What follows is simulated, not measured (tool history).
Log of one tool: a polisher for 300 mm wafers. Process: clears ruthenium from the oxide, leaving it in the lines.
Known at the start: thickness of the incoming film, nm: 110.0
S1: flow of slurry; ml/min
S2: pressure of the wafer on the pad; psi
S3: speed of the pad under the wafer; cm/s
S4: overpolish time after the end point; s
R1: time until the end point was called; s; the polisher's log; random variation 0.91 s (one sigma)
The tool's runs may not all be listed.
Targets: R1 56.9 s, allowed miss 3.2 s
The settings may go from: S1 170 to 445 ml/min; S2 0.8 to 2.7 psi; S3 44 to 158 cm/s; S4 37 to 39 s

run	hour	S1	S2	S3	S4	R1
1	0	285	1.7	100	37	98.588
2	3.8	285	1.9	102	37	85.602
3	4.9	285	2	102	37	80.99
4	5.8	285	2	102	37	83.316
5	14.2	285	2.1	104	37	75.061
6	20.7	285	2.2	104	37	70.914
7	24.5	285	2.3	104	37	70.594
8	26.1	285	2.4	106	37	64.537
9	34	285	2.5	108	37	61.572

Which of these 4 next moves meets every target?
A	41.9	235	2.4	110	38	?
B	41.9	250	2.5	100	37	?
C	41.9	285	2.7	108	39	?
D	41.9	285	2.5	90	39	?

move	R1
A	66.525
B	69.651
C	59.168
D	76.141
A: further off than the last run
B: further off than the last run
C: meets every target
D: further off than the last run
The right move is C.

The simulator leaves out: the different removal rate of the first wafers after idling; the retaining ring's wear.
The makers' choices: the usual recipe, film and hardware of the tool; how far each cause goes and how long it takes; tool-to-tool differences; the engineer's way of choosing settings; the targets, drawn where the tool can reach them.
